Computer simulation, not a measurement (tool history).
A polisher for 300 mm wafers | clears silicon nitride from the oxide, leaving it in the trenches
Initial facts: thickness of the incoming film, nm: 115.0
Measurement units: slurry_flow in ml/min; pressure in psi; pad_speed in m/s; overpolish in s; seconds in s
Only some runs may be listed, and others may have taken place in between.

run	hour	slurry_flow	pressure	pad_speed	overpolish	seconds
1	0.0	200	3.2	1.20	43	98.762
2	2.7	200	3.2	1.20	43	100.030
3	3.4	200	3.8	1.20	43	84.254
4	4.8	200	4.1	1.20	43	77.052
5	9.8	175	4.1	1.20	43	77.631
6	11.0	175	4.1	1.20	43	77.854
7	14.7	175	4.3	1.20	43	75.398
8	20.7	180	4.5	1.20	43	72.769
9	26.0	180	4.6	1.22	43	69.829

What does the tool deliver on the next run?
10	27.8	180	4.6	1.22	43	?

seconds: 68.500 s

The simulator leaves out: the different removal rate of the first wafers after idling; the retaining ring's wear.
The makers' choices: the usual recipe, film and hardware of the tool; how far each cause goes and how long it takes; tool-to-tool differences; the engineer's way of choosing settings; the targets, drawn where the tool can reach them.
